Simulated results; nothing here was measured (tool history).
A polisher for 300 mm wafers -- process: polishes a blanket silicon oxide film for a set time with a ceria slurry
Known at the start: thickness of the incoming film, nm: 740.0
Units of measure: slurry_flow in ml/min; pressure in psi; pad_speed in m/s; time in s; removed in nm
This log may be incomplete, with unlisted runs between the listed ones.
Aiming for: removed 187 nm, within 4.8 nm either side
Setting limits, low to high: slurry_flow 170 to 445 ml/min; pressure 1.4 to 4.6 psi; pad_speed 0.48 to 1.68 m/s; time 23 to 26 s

Run 1, hour 0: slurry_flow 285 ml/min, pressure 3 psi, pad_speed 1.08 m/s, time 26 s. Result: removed 121.26 nm.
Run 2, hour 2.9: slurry_flow 285 ml/min, pressure 3.3 psi, pad_speed 1.08 m/s, time 26 s. Result: removed 130.74 nm.
Run 3, hour 4.9: slurry_flow 285 ml/min, pressure 3.7 psi, pad_speed 1.08 m/s, time 26 s. Result: removed 148.93 nm.
Run 4, hour 10.7: slurry_flow 290 ml/min, pressure 3.9 psi, pad_speed 1.08 m/s, time 26 s. Result: removed 156.55 nm.
Run 5, hour 17.3: slurry_flow 290 ml/min, pressure 4.2 psi, pad_speed 1.08 m/s, time 26 s. Result: removed 168.37 nm.
Run 6, hour 19.7: slurry_flow 290 ml/min, pressure 4.3 psi, pad_speed 1.08 m/s, time 26 s. Result: removed 172.3 nm.
Run 7, hour 21.2: slurry_flow 290 ml/min, pressure 4.4 psi, pad_speed 1.08 m/s, time 26 s. Result: removed 174.93 nm.
Run 8, hour 25.8: slurry_flow 295 ml/min, pressure 4.5 psi, pad_speed 1.08 m/s, time 26 s. Result: removed 177.73 nm.

Which single option among these 4 for the next run brings every result within its allowed miss of target? Just one does.
Run A, hour 30.4: slurry_flow 355 ml/min, pressure 4.6 psi, pad_speed 1.14 m/s, time 25 s. Result: removed ?.
Run B, hour 30.4: slurry_flow 335 ml/min, pressure 4.6 psi, pad_speed 1.24 m/s, time 25 s. Result: removed ?.
Run C, hour 30.4: slurry_flow 320 ml/min, pressure 4.6 psi, pad_speed 1.16 m/s, time 26 s. Result: removed ?.
Run D, hour 30.4: slurry_flow 365 ml/min, pressure 4.6 psi, pad_speed 1.16 m/s, time 26 s. Result: removed ?.

move  removed
   A   184.54
   B   195.86
   C   193.02
   D   194.81
A: meets every target
B: takes the result that was furthest off past its target
C: takes the result that was furthest off past its target
D: takes the result that was furthest off past its target
Answer: A
